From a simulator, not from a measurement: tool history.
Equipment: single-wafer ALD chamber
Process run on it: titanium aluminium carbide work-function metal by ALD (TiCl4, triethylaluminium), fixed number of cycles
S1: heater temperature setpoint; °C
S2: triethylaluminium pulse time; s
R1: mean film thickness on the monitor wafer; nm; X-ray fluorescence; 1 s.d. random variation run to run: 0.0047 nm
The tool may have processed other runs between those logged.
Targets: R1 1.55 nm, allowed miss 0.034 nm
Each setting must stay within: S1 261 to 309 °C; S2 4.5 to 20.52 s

run  hour   S1     S2      R1
  1     0  285  12.51  1.7374
  2     2  285  14.67  1.7745
  3   3.3  281  13.98  1.7411
  4   6.4  278  13.04  1.6941
  5  12.3  284  13.04  1.7271
  6  15.6  275  13.04  1.6745
  7    23  273  12.57  1.6468
  8  26.6  271  12.28   1.627

Of the 4 settings listed for the next run, only one would bring every result within its allowed miss of target. Which one?
  A  30.2  270  14.91   ?
  B  30.2  279  13.41   ?
  C  30.2  279  15.14   ?
  D  30.2  273   9.45   ?

move      R1
   A  1.6541
   B  1.6988
   C  1.7195
   D  1.5339
A: further off than the last run
B: further off than the last run
C: further off than the last run
D: every result within its allowed miss
So the answer is move D, the one that meets all the targets.
